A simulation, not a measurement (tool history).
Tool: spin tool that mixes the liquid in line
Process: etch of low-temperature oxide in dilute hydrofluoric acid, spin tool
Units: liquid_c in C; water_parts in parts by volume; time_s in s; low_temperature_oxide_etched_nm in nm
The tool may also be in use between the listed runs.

run	hour	liquid_c	water_parts	time_s	low_temperature_oxide_etched_nm
1	0	23	180	285	41.611
2	3.9	20	180	285	37.243
3	8.7	20	130	285	54.416
4	17.3	20	170	285	39.747
5	21.1	17	170	285	34.952
6	27.6	17	170	285	35.733

The next listed run, before its measurement:
7	29.8	21	160	285	?

{"run 7": {"low_temperature_oxide_etched_nm": 44.881}}
